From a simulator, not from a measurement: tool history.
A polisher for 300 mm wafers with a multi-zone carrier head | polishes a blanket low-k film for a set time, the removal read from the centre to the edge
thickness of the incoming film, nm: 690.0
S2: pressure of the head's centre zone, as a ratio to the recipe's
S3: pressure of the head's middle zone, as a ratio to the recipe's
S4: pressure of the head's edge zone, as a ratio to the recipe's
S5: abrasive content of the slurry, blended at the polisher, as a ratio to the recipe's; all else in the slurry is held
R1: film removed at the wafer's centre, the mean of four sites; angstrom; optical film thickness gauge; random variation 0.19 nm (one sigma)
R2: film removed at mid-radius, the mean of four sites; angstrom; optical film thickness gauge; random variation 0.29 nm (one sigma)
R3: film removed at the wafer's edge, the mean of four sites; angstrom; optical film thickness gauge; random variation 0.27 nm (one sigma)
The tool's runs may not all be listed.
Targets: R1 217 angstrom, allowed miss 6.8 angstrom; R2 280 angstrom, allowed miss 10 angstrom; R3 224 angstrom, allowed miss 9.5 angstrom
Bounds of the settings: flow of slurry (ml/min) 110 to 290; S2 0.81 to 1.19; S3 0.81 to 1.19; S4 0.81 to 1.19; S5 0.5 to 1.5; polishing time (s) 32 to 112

Run 1, hour 0: flow of slurry (ml/min) 185, S2 1, S3 1, S4 1, S5 1, polishing time (s) 72. Result: R1 347.84 angstrom, R2 385.86 angstrom, R3 381.69 angstrom.
Run 2, hour 2.3: flow of slurry (ml/min) 190, S2 0.99, S3 1.04, S4 0.94, S5 0.85, polishing time (s) 67. Result: R1 316.72 angstrom, R2 354.49 angstrom, R3 321.83 angstrom.
Run 3, hour 10.3: flow of slurry (ml/min) 190, S2 0.99, S3 1.04, S4 0.94, S5 0.85, polishing time (s) 50. Result: R1 232.03 angstrom, R2 260.93 angstrom, R3 243.73 angstrom.
Run 4, hour 13.9: flow of slurry (ml/min) 190, S2 0.99, S3 1.04, S4 0.94, S5 0.85, polishing time (s) 42. Result: R1 197.92 angstrom, R2 220.07 angstrom, R3 208.38 angstrom.
Run 5, hour 16.2: flow of slurry (ml/min) 210, S2 0.98, S3 1.09, S4 0.94, S5 0.9, polishing time (s) 42. Result: R1 198.97 angstrom, R2 239.11 angstrom, R3 206.22 angstrom.
At hour 24.3: centre zone pressure recalibrated.
Run 6, hour 24.3: flow of slurry (ml/min) 210, S2 0.98, S3 1.09, S4 0.94, S5 0.7, polishing time (s) 42. Result: R1 196.59 angstrom, R2 216.86 angstrom, R3 194.67 angstrom.
Run 7, hour 29.2: flow of slurry (ml/min) 215, S2 0.99, S3 1.11, S4 0.95, S5 0.85, polishing time (s) 42. Result: R1 216.75 angstrom, R2 243.48 angstrom, R3 204.36 angstrom.
Run 8, hour 31.4: flow of slurry (ml/min) 205, S2 0.97, S3 1.12, S4 0.97, S5 0.95, polishing time (s) 42. Result: R1 213.54 angstrom, R2 244.43 angstrom, R3 214.25 angstrom.
Run 9, hour 40: flow of slurry (ml/min) 215, S2 0.96, S3 1.13, S4 0.96, S5 1.05, polishing time (s) 42. Result: R1 219.48 angstrom, R2 252.92 angstrom, R3 224.5 angstrom.
Run 10, hour 41.6: flow of slurry (ml/min) 225, S2 0.94, S3 1.15, S4 0.91, S5 1.1, polishing time (s) 43. Result: R1 226.24 angstrom, R2 274.79 angstrom, R3 228.33 angstrom.
Run 11, hour 45.8: flow of slurry (ml/min) 220, S2 0.93, S3 1.16, S4 0.9, S5 1.1, polishing time (s) 43. Result: R1 223.76 angstrom, R2 276.54 angstrom, R3 228.56 angstrom.

Which of these 4 next moves meets every target?
Run A, hour 50: flow of slurry (ml/min) 190, S2 0.95, S3 1.11, S4 0.98, S5 1.15, polishing time (s) 42. Result: R1 ?, R2 ?, R3 ?.
Run B, hour 50: flow of slurry (ml/min) 190, S2 0.88, S3 1.08, S4 0.95, S5 1.25, polishing time (s) 43. Result: R1 ?, R2 ?, R3 ?.
Run C, hour 50: flow of slurry (ml/min) 240, S2 0.89, S3 1.11, S4 0.95, S5 1.1, polishing time (s) 45. Result: R1 ?, R2 ?, R3 ?.
Run D, hour 50: flow of slurry (ml/min) 250, S2 0.9, S3 1.19, S4 0.91, S5 0.9, polishing time (s) 45. Result: R1 ?, R2 ?, R3 ?.

move      R1      R2      R3
   A  219.52  254.67  226.08
   B  215.49  261.23  233.93
   C   227.6  278.58  241.51
   D  217.58  279.74  223.35
A: brings the result that was furthest off to its target, and leaves another outside
B: brings the result that was furthest off to its target, and leaves another outside
C: further off than the last run
D: meets every target
The right move is D.
